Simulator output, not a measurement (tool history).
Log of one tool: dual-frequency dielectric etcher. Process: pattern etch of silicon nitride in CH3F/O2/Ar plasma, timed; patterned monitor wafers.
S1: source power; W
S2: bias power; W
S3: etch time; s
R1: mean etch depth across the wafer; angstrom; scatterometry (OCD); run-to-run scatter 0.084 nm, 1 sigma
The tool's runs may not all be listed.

run,hour,S1,S2,S3,R1
1,0,290,79,40.5,244.02
2,1.9,310,81,40.5,248.47
3,10.7,330,85,40.5,257.95
4,12.4,340,87,40.5,262.41
5,13.1,340,87,40.5,260.54
6,21.1,340,87,40.5,259.82
7,25.2,350,90,40.5,264.4
8,34.2,360,92,40.5,269.76

Forecast run 9:
9,41.5,360,92,40.5,?

{"run 9": {"R1": 270}}
